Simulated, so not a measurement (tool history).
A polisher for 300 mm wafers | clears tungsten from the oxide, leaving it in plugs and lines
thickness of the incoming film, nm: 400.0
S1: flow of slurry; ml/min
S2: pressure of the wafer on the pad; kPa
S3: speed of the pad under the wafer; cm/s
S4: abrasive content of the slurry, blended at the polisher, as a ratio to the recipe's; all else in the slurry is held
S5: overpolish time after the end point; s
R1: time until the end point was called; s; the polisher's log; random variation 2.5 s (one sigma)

Run 1, hour 0: S1 150 ml/min, S2 17.9 kPa, S3 116 cm/s, S4 1, S5 8 s. Result: R1 91.226 s.
Run 2, hour 4.4: S1 150 ml/min, S2 15.9 kPa, S3 114 cm/s, S4 1, S5 8 s. Result: R1 104.77 s.
Run 3, hour 6.8: S1 150 ml/min, S2 14.5 kPa, S3 114 cm/s, S4 1, S5 8 s. Result: R1 111.78 s.
Run 4, hour 10.1: S1 120 ml/min, S2 14.5 kPa, S3 114 cm/s, S4 1, S5 8 s. Result: R1 117.83 s.
Run 5, hour 15.5: S1 120 ml/min, S2 14.5 kPa, S3 114 cm/s, S4 0.9, S5 8 s. Result: R1 120.87 s.
Run 6, hour 21.4: S1 120 ml/min, S2 14.5 kPa, S3 114 cm/s, S4 0.9, S5 7 s. Result: R1 119.2 s.

Forecast run 7:
Run 7, hour 23: S1 120 ml/min, S2 13.8 kPa, S3 114 cm/s, S4 0.9, S5 7 s. Result: R1 ?.

Run 7 gave R1 128.22 s.
